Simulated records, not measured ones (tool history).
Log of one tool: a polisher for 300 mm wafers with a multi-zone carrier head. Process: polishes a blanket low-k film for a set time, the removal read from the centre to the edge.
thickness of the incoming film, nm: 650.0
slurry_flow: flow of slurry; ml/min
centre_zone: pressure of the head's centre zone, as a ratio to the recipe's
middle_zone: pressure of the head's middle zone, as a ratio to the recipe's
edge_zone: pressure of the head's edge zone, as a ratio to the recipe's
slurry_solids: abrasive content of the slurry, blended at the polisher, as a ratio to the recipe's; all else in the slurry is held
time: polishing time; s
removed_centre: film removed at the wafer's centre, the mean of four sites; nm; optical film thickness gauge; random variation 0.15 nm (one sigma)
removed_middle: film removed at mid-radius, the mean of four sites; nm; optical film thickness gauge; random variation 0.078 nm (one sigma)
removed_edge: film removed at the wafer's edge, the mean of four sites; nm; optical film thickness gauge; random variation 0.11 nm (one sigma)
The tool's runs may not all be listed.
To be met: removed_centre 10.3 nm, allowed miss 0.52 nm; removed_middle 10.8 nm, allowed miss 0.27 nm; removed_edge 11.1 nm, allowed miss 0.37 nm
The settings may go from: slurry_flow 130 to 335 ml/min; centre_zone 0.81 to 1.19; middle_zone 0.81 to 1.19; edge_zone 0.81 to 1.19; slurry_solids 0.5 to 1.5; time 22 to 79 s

run,hour,slurry_flow,centre_zone,middle_zone,edge_zone,slurry_solids,time,removed_centre,removed_middle,removed_edge
1,0,215,1,1,1,1,50,26.235,30.466,29.882
2,1.7,215,1,1.09,1,1,50,26.894,32.825,29.212
3,5.4,215,1,1.12,1,1,50,27.382,32.759,29.916
4,13.8,215,1.06,1.12,1,1,50,27.884,33.223,29.749
5,15.8,190,1,1.02,0.94,0.85,41,19.213,23.033,21.1
# hour 16.9: centre zone pressure recalibrated
6,16.9,190,1,0.94,0.94,0.85,41,21.825,21.838,21.05
7,19.8,130,0.9,0.84,0.84,0.6,27,9.2218,9.483,9.7394
8,22.3,190,0.89,0.86,0.91,0.55,27,9.0536,9.4427,9.6356
9,29.2,150,0.94,0.92,1.01,0.8,27,12.795,13.055,13.628

5 next moves are on the table. One of them brings every result within its allowed miss. Which?
A,36.1,175,0.81,1.19,0.81,0.6,33,?,?,?
B,36.1,225,0.91,0.92,1.02,0.55,29,?,?,?
C,36.1,175,0.97,0.96,0.92,0.75,24,?,?,?
D,36.1,140,1.12,0.95,1.03,0.6,28,?,?,?
E,36.1,165,1.19,0.93,0.87,0.65,27,?,?,?

move,removed_centre,removed_middle,removed_edge
A,10.9,15.456,11.986
B,10.232,10.796,11.055
C,11.383,11.616,11.092
D,12.389,10.891,11.153
E,13.952,11.347,10.823
A: further off than the last run
B: meets every target
C: nearer than the last run, and not there yet
D: brings the result that was furthest off to its target, and leaves another outside
E: nearer than the last run, and not there yet
Answer: B
